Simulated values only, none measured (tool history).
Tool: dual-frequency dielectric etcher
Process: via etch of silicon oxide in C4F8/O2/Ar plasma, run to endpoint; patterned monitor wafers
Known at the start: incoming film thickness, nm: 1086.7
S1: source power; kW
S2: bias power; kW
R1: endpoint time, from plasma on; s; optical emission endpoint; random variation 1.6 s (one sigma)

run  hour     S1     S2      R1
  1   0.0  1.660  1.870  252.39
  2   2.5  1.430  1.870  271.91
  3   9.8  1.140  1.870  302.03
  4  10.9  1.220  1.895  288.92
  5  13.7  1.290  1.918  282.57
  6  20.6  1.570  1.918  253.22
  7  23.6  1.600  1.925  249.49

Forecast run 8:
  8  31.7  1.630  1.931   ?

Run 8 gave R1 253.81 s.

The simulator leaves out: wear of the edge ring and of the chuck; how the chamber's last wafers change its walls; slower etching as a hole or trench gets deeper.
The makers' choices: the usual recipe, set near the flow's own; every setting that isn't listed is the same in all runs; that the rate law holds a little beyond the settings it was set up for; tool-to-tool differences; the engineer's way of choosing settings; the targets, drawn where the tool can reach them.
